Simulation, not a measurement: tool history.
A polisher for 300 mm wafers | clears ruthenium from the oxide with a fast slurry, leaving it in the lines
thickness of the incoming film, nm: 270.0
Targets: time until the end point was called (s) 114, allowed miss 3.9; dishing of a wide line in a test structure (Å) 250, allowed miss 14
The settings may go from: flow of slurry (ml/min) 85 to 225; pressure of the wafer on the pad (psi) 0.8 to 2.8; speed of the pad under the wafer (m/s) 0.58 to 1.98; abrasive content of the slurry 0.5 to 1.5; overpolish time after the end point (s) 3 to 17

| run | day | flow of slurry (ml/min) | pressure of the wafer on the pad (psi) | speed of the pad under the wafer (m/s) | abrasive content of the slurry | overpolish time after the end point (s) | time until the end point was called (s) | dishing of a wide line in a test structure (Å) |
|---|---|---|---|---|---|---|---|---|
| 1 | 0 | 145 | 1.8 | 1.28 | 1 | 9 | 73.29 | 300.05 |
| 2 | 0.167 | 145 | 1.8 | 1.52 | 1 | 9 | 63.214 | 332.39 |
| 3 | 0.367 | 140 | 1.5 | 1.5 | 1 | 10 | 77.209 | 304.96 |
| 4 | 0.429 | 135 | 1.3 | 1.5 | 1 | 10 | 90.282 | 261.96 |
| 5 | 0.608 | 125 | 1.2 | 1.5 | 1 | 10 | 99.887 | 236.25 |
| 6 | 0.929 | 115 | 1.2 | 1.5 | 1 | 10 | 99.796 | 232.85 |
| 7 | 1.196 | 110 | 1.2 | 1.5 | 1 | 11 | 102.48 | 259.18 |
| 8 | 1.354 | 105 | 1.2 | 1.5 | 1 | 11 | 102.17 | 253.21 |
| 9 | 1.438 | 100 | 1.2 | 1.5 | 1 | 11 | 104.83 | 251.63 |
| 10 | 1.696 | 95 | 1.2 | 1.5 | 1 | 11 | 104.6 | 244.85 |

5 next moves are on the table. One of them brings every result within its allowed miss. Which?
| A | 1.954 | 105 | 1 | 1.3 | 1.2 | 13 | ? | ? |
| B | 1.954 | 110 | 1.1 | 1.58 | 1 | 10 | ? | ? |
| C | 1.954 | 115 | 1.3 | 1.18 | 1.2 | 9 | ? | ? |
| D | 1.954 | 115 | 1.3 | 1.24 | 0.9 | 12 | ? | ? |
| E | 1.954 | 85 | 1.3 | 1.56 | 0.9 | 9 | ? | ? |

| move | time until the end point was called (s) | dishing of a wide line in a test structure (Å) |
|---|---|---|
| A | 125.11 | 249.88 |
| B | 107.24 | 225.53 |
| C | 101.79 | 214.37 |
| D | 113.33 | 254.38 |
| E | 104.52 | 209.03 |
A: takes the result that was furthest off past its target
B: nearer than the last run, and not there yet
C: further off than the last run
D: meets every target
E: further off than the last run
Move D is the one to make.
